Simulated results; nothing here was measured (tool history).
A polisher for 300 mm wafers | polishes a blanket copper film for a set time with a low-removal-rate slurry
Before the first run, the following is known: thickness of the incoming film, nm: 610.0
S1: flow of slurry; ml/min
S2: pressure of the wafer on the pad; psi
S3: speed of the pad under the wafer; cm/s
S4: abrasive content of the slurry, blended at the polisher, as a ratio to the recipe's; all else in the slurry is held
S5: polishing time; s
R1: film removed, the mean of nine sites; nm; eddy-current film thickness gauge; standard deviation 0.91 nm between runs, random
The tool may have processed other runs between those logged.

run 1 hour=0 | S1=195 S2=3.2 S3=106 S4=1 S5=24 | R1=98.293
run 2 hour=2.5 | S1=195 S2=2.9 S3=106 S4=1 S5=24 | R1=92.956
run 3 hour=4.6 | S1=160 S2=2.9 S3=106 S4=1 S5=24 | R1=89.565
run 4 hour=12.9 | S1=175 S2=3.3 S3=106 S4=1 S5=24 | R1=99.42
run 5 hour=20.1 | S1=175 S2=2.7 S3=106 S4=1 S5=24 | R1=86.647
run 6 hour=24.8 | S1=175 S2=2.7 S3=106 S4=1 S5=24 | R1=86.486
run 7 hour=32.6 | S1=175 S2=2.7 S3=106 S4=1 S5=24 | R1=85.927

Run 8, settings as shown, results not yet in. Your forecast:
run 8 hour=40.2 | S1=195 S2=3.1 S3=106 S4=1 S5=24 | R1=?

{"run 8": {"R1": 96.772}}

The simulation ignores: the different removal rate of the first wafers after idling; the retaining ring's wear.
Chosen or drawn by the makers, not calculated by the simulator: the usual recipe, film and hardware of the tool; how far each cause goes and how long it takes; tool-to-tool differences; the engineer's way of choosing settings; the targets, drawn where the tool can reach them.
